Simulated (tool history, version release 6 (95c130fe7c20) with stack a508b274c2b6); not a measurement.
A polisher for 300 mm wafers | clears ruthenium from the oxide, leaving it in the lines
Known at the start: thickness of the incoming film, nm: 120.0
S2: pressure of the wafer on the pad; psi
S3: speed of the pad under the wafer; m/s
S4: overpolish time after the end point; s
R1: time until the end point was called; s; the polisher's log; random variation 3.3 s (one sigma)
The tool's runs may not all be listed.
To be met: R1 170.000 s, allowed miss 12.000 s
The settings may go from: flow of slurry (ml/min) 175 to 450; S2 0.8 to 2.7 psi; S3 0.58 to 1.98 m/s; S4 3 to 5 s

Run 1, hour 0.0: flow of slurry (ml/min) 290, S2 1.7 psi, S3 1.28 m/s, S4 5 s. Result: R1 85.316 s.
Run 2, hour 3.3: flow of slurry (ml/min) 290, S2 1.7 psi, S3 1.28 m/s, S4 3 s. Result: R1 86.743 s.
Run 3, hour 8.1: flow of slurry (ml/min) 290, S2 1.7 psi, S3 1.28 m/s, S4 5 s. Result: R1 84.189 s.
Run 4, hour 9.7: flow of slurry (ml/min) 290, S2 1.4 psi, S3 1.28 m/s, S4 5 s. Result: R1 99.087 s.
Run 5, hour 16.6: flow of slurry (ml/min) 290, S2 1.2 psi, S3 1.18 m/s, S4 5 s. Result: R1 122.020 s.
Run 6, hour 23.4: flow of slurry (ml/min) 290, S2 1.2 psi, S3 1.18 m/s, S4 3 s. Result: R1 121.380 s.
Run 7, hour 25.9: flow of slurry (ml/min) 290, S2 1.1 psi, S3 1.12 m/s, S4 3 s. Result: R1 140.190 s.
Run 8, hour 31.7: flow of slurry (ml/min) 290, S2 1.0 psi, S3 1.10 m/s, S4 3 s. Result: R1 150.250 s.
Run 9, hour 38.2: flow of slurry (ml/min) 290, S2 0.8 psi, S3 1.06 m/s, S4 3 s. Result: R1 188.010 s.

4 next moves are on the table. One of them brings every result within its allowed miss. Which?
Run A, hour 44.7: flow of slurry (ml/min) 290, S2 0.9 psi, S3 1.04 m/s, S4 3 s. Result: R1 ?.
Run B, hour 44.7: flow of slurry (ml/min) 360, S2 0.8 psi, S3 0.96 m/s, S4 3 s. Result: R1 ?.
Run C, hour 44.7: flow of slurry (ml/min) 245, S2 0.8 psi, S3 0.98 m/s, S4 4 s. Result: R1 ?.
Run D, hour 44.7: flow of slurry (ml/min) 295, S2 0.8 psi, S3 1.02 m/s, S4 3 s. Result: R1 ?.

move       R1
   A  170.080
   B  198.170
   C  200.260
   D  189.710
A: meets every target
B: further off than the last run
C: further off than the last run
D: further off than the last run
Answer: A

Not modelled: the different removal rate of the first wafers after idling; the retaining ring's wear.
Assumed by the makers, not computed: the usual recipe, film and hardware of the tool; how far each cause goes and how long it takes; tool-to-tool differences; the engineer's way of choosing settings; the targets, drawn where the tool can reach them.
